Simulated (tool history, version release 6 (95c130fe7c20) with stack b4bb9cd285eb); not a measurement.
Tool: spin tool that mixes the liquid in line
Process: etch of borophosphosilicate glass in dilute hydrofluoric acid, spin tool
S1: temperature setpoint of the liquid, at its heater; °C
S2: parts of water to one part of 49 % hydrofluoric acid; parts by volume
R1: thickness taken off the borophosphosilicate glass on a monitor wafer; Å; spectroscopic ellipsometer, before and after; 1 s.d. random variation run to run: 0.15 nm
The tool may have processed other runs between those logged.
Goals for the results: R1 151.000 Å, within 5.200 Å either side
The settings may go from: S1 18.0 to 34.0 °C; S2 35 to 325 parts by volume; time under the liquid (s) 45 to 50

{"run": 1, "hour": 0.0, "S1": 26.0, "S2": 180, "time under the liquid (s)": 45, "R1": 74.754}
{"run": 2, "hour": 3.8, "S1": 26.0, "S2": 205, "time under the liquid (s)": 45, "R1": 63.807}
{"run": 3, "hour": 9.9, "S1": 28.0, "S2": 205, "time under the liquid (s)": 45, "R1": 67.371}
{"run": 4, "hour": 12.0, "S1": 29.5, "S2": 175, "time under the liquid (s)": 45, "R1": 86.225}
{"run": 5, "hour": 14.3, "S1": 30.5, "S2": 155, "time under the liquid (s)": 45, "R1": 104.78}
{"run": 6, "hour": 20.7, "S1": 31.5, "S2": 145, "time under the liquid (s)": 45, "R1": 118.15}
{"run": 7, "hour": 28.9, "S1": 32.0, "S2": 140, "time under the liquid (s)": 45, "R1": 125.1}
{"run": 8, "hour": 32.5, "S1": 32.5, "S2": 135, "time under the liquid (s)": 45, "R1": 132.19}
{"run": 9, "hour": 40.2, "S1": 32.5, "S2": 135, "time under the liquid (s)": 45, "R1": 131.82}
{"run": 10, "hour": 43.8, "S1": 33.0, "S2": 130, "time under the liquid (s)": 45, "R1": 140.1}

Which of these 4 next moves meets every target?
{"run": "A", "hour": 47.4, "S1": 32.0, "S2": 130, "time under the liquid (s)": 50, "R1": "?"}
{"run": "B", "hour": 47.4, "S1": 31.0, "S2": 130, "time under the liquid (s)": 45, "R1": "?"}
{"run": "C", "hour": 47.4, "S1": 33.5, "S2": 140, "time under the liquid (s)": 45, "R1": "?"}
{"run": "D", "hour": 47.4, "S1": 30.5, "S2": 140, "time under the liquid (s)": 50, "R1": "?"}

move=A R1=152.600
move=B R1=132.490
move=C R1=132.590
move=D R1=132.430
A: all results in spec
B: its largest miss is bigger than the last run's
C: its largest miss is bigger than the last run's
D: its largest miss is bigger than the last run's
So the answer is move A, the one that meets all the targets.

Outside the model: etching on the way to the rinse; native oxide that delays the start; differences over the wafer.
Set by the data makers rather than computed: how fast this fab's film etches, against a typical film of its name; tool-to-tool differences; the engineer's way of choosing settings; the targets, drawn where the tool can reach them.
